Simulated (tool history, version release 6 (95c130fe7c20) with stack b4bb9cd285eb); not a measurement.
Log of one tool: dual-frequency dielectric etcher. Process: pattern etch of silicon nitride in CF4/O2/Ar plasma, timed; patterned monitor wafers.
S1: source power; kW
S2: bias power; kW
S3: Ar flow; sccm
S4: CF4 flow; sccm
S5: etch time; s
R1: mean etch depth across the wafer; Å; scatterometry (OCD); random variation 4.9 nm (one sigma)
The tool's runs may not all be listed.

{"run": 1, "hour": 0.0, "S1": 0.51, "S2": 0.065, "S3": 101, "S4": 85, "S5": 537, "R1": 11957}
{"run": 2, "hour": 5.4, "S1": 0.51, "S2": 0.065, "S3": 94, "S4": 85, "S5": 537, "R1": 12124}
{"run": 3, "hour": 10.2, "S1": 0.51, "S2": 0.076, "S3": 94, "S4": 85, "S5": 537, "R1": 13231}
{"run": 4, "hour": 15.2, "S1": 0.51, "S2": 0.076, "S3": 94, "S4": 72, "S5": 537, "R1": 12968}
{"run": 5, "hour": 17.4, "S1": 0.51, "S2": 0.076, "S3": 94, "S4": 63, "S5": 537, "R1": 12764}
{"run": 6, "hour": 21.3, "S1": 0.51, "S2": 0.076, "S3": 94, "S4": 73, "S5": 537, "R1": 13030}
{"run": 7, "hour": 30.1, "S1": 0.47, "S2": 0.076, "S3": 94, "S4": 73, "S5": 537, "R1": 12326}

The next listed run, before its measurement:
{"run": 8, "hour": 38.5, "S1": 0.37, "S2": 0.068, "S3": 97, "S4": 71, "S5": 537, "R1": "?"}

R1: 9850.5 Å

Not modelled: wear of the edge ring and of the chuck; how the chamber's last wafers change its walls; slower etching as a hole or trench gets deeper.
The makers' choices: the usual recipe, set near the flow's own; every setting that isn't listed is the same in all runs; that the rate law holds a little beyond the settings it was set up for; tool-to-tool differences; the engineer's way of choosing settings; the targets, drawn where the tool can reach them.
